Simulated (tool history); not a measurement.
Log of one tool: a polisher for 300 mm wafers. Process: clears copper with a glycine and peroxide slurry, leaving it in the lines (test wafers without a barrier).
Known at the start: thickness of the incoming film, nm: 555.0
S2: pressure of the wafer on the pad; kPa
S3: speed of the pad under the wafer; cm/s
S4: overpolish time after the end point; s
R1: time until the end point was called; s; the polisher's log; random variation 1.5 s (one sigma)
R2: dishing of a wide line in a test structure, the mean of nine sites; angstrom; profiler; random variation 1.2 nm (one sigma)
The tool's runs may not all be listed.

run 1 hour=0.0 | flow_of_slurry_(ml/min)=300 S2=18.6 S3=94 S4=12 | R1=105.340 R2=421.95
run 2 hour=8.5 | flow_of_slurry_(ml/min)=300 S2=19.3 S3=94 S4=13 | R1=98.367 R2=446.39
run 3 hour=15.0 | flow_of_slurry_(ml/min)=300 S2=18.6 S3=96 S4=14 | R1=101.030 R2=485.09
run 4 hour=15.7 | flow_of_slurry_(ml/min)=300 S2=18.6 S3=86 S4=14 | R1=109.560 R2=454.60
run 5 hour=18.3 | flow_of_slurry_(ml/min)=300 S2=18.6 S3=86 S4=19 | R1=106.110 R2=592.96
run 6 hour=24.7 | flow_of_slurry_(ml/min)=300 S2=19.3 S3=86 S4=19 | R1=105.140 R2=612.89
run 7 hour=32.5 | flow_of_slurry_(ml/min)=300 S2=20.0 S3=86 S4=19 | R1=100.940 R2=631.94

Run 8 comes next. What will it give?
run 8 hour=34.6 | flow_of_slurry_(ml/min)=300 S2=20.7 S3=86 S4=19 | R1=? R2=?

Run 8 gave R1 99.860 s, R2 644.53 angstrom.
